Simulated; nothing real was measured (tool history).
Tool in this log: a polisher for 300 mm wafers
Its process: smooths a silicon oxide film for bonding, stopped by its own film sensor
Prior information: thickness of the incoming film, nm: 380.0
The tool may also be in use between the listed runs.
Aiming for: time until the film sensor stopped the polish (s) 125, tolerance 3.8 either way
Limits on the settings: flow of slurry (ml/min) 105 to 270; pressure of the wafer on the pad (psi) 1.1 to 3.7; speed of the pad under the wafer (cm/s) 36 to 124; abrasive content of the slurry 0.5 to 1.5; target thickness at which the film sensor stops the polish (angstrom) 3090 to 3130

run,hour,flow of slurry (ml/min),pressure of the wafer on the pad (psi),speed of the pad under the wafer (cm/s),abrasive content of the slurry,target thickness at which the film sensor stops the polish (angstrom),time until the film sensor stopped the polish (s)
1,0,175,2.4,80,1,3130,88.649
2,1,175,2.7,80,1,3130,79.596
3,4.6,175,2.7,98,1,3130,67.733
4,9.1,170,2.3,98,1,3130,78.278
5,10.2,190,2.3,98,1,3130,76.751
# hour 11.7: slurry nozzle cleaned
6,11.7,190,2.3,98,1.1,3130,68.823
7,15,175,2,96,1.1,3130,79.998
8,17.6,165,1.7,92,1.1,3130,93.568
9,18.3,160,1.5,90,1.1,3130,103.74
10,19.2,155,1.4,90,1.1,3130,109.38
11,27.7,135,1.1,90,1.1,3130,129.61
12,31.7,140,1.1,90,1.1,3130,128.86
13,35,145,1.1,90,1.1,3130,130.19

Below are 5 possible settings for the next run. Only one of them brings all results inside the allowed miss of their targets. Which is it?
A,38.3,120,1.2,78,1.5,3110,?
B,38.3,215,1.2,76,1.05,3130,?
C,38.3,170,1.2,88,0.95,3090,?
D,38.3,115,1.1,100,1.1,3090,?
E,38.3,145,1.2,90,1.1,3120,?

move,time until the film sensor stopped the polish (s)
A,131.01
B,133.38
C,135.87
D,132.59
E,123.85
A: lands further from the targets than the last run did
B: lands further from the targets than the last run did
C: lands further from the targets than the last run did
D: lands further from the targets than the last run did
E: every result within its allowed miss
So the answer is move E, the one that meets all the targets.
